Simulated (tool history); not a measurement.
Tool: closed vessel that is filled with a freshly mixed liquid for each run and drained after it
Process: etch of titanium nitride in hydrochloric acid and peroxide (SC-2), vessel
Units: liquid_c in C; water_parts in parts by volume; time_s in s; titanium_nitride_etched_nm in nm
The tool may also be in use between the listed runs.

Run 1, hour 0.0: liquid_c 62.0 C, water_parts 8.0 parts by volume, time_s 30 s. Result: titanium_nitride_etched_nm 2.4958 nm.
Run 2, hour 7.7: liquid_c 62.0 C, water_parts 8.0 parts by volume, time_s 30 s. Result: titanium_nitride_etched_nm 2.5169 nm.
Run 3, hour 10.0: liquid_c 59.5 C, water_parts 8.0 parts by volume, time_s 30 s. Result: titanium_nitride_etched_nm 2.1726 nm.
Run 4, hour 13.8: liquid_c 57.5 C, water_parts 8.0 parts by volume, time_s 30 s. Result: titanium_nitride_etched_nm 1.8829 nm.
Run 5, hour 19.7: liquid_c 57.5 C, water_parts 9.5 parts by volume, time_s 30 s. Result: titanium_nitride_etched_nm 1.6455 nm.
Run 6, hour 27.5: liquid_c 57.5 C, water_parts 9.5 parts by volume, time_s 30 s. Result: titanium_nitride_etched_nm 1.6326 nm.
Run 7, hour 31.3: liquid_c 52.5 C, water_parts 9.5 parts by volume, time_s 30 s. Result: titanium_nitride_etched_nm 1.1861 nm.

The next listed run, before its measurement:
Run 8, hour 37.9: liquid_c 52.5 C, water_parts 9.5 parts by volume, time_s 30 s. Result: titanium_nitride_etched_nm ?.

{"run 8": {"titanium_nitride_etched_nm": 1.1645}}
